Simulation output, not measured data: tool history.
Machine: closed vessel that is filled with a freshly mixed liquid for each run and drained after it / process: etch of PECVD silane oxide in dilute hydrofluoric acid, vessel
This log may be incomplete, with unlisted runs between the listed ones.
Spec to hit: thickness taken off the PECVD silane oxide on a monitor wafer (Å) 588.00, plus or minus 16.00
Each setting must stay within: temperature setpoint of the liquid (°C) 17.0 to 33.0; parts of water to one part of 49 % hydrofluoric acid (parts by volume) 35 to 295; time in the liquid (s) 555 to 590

run,hour,temperature setpoint of the liquid (°C),parts of water to one part of 49 % hydrofluoric acid (parts by volume),time in the liquid (s),thickness taken off the PECVD silane oxide on a monitor wafer (Å)
1,0.0,25.0,165,555,782.90
2,2.4,21.5,165,555,674.34
3,10.8,20.0,165,555,647.02
4,12.7,19.5,165,555,631.56
5,16.2,19.5,165,555,638.72
6,17.8,21.5,165,555,691.57
7,20.9,21.0,165,555,667.69
8,25.2,20.5,165,555,651.38
9,32.7,20.0,165,555,651.99
10,34.6,17.0,170,555,560.60
11,42.1,17.5,170,555,571.44

Pick the move, out of 4, that brings all results within their allowed miss; only one does.
A,49.6,21.5,195,575,?
B,49.6,18.0,185,565,?
C,49.6,17.0,175,570,?
D,49.6,19.0,180,555,?

move,thickness taken off the PECVD silane oxide on a monitor wafer (Å)
A,583.76
B,532.80
C,551.08
D,562.37
A: meets every target
B: lands further from the targets than the last run did
C: lands further from the targets than the last run did
D: lands further from the targets than the last run did
So the answer is move A, the one that meets all the targets.

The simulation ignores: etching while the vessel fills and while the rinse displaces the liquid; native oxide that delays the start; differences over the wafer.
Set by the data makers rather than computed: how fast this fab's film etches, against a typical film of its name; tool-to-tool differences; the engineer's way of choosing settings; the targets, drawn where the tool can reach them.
